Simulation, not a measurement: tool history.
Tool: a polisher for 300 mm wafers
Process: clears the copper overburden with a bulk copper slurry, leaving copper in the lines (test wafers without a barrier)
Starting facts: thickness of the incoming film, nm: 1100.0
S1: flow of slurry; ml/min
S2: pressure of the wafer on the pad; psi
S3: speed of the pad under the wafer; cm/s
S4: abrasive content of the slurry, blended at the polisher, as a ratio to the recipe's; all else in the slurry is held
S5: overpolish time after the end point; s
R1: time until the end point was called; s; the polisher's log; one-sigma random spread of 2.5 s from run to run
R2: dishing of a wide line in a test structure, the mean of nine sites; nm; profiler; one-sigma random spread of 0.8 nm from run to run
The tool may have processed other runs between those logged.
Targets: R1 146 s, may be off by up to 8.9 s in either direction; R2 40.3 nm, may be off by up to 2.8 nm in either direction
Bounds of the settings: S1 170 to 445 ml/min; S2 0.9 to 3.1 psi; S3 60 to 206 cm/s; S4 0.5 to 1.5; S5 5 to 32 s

run	day	S1	S2	S3	S4	S5	R1	R2
1	0	285	2	132	1	16	101.72	71.982
2	0.279	285	1.8	132	1	14	113.96	66.096
3	0.325	285	1.8	132	1	7	117.12	40.48
4	0.454	285	1.3	132	1	7	161.19	31.751
5	0.604	240	1.3	132	1	7	161.39	31.167
6	0.638	240	1.3	132	1	8	158.67	33.762
7	0.992	240	1.5	132	1	12	140.51	49.07
8	1.15	240	1.5	132	1	11	138.6	48.258
9	1.358	240	1.5	132	1	11	140	47.837
10	1.583	250	1.5	132	1	11	138.26	49.326
11	1.767	255	1.5	132	1	11	138.53	50.558
12	1.883	240	1.3	136	1	5	157.38	24.017
13	2.2	250	1.4	132	1	5	145.79	24.725
14	2.533	260	1.4	134	1	6	146.99	29.534
15	2.712	260	1.4	132	1	7	146.03	32.216
16	2.9	260	1.4	130	1	7	153.74	31.919

Which one of the following 4 next-run settings gets every result inside its allowed miss? There is exactly one.
A	3.088	220	1.7	110	1.15	9	?	?
B	3.088	295	1.4	122	1.25	11	?	?
C	3.088	220	1.2	148	1.05	5	?	?
D	3.088	270	1.5	126	1.05	5	?	?

move	R1	R2
A	143.48	41.28
B	149.85	45.329
C	156.41	23.609
D	142.69	25.808
A: in spec on every target
B: the result that was furthest off in the last run now lies on the other side of its target
C: further off than the last run
D: further off than the last run
The right move is A.
